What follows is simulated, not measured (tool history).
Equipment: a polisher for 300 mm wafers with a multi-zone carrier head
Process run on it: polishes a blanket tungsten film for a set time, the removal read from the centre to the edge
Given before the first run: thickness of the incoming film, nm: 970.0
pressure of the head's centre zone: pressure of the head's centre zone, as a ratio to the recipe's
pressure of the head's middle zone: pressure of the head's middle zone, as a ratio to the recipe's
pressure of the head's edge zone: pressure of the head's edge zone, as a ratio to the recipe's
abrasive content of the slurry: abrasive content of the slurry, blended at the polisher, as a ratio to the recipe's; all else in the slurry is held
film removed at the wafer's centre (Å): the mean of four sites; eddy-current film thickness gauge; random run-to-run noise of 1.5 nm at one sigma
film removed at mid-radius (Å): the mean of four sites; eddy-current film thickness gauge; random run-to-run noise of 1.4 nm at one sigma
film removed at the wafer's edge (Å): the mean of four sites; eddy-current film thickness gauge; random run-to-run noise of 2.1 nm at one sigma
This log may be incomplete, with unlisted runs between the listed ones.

run,hour,flow of slurry (ml/min),pressure of the head's centre zone,pressure of the head's middle zone,pressure of the head's edge zone,abrasive content of the slurry,polishing time (s),film removed at the wafer's centre (Å),film removed at mid-radius (Å),film removed at the wafer's edge (Å)
1,0,235,1,1,1,1,61,1799.7,1761.5,1804.5
2,1.2,255,1.04,1.04,1.04,1.05,61,1927,1850.4,1829.4
3,2.7,260,1.05,1.05,1.07,1.2,62,2022,1971.9,1980.2
4,7,260,1.05,1.05,1.01,1.2,62,2029.6,1976.6,1921.2
5,10.4,270,1.07,1.06,1.04,1.25,62,2131,2037.3,1964.5
6,11.3,285,1.07,1.06,1.06,1.3,62,2138.1,2070.8,2021.3

Run 7 is up next; what results do you expect?
7,16.1,285,1.07,1.06,1.06,1.3,62,?,?,?

Run 7 measured film removed at the wafer's centre (Å) 2154, film removed at mid-radius (Å) 2060.5, film removed at the wafer's edge (Å) 2008.6.
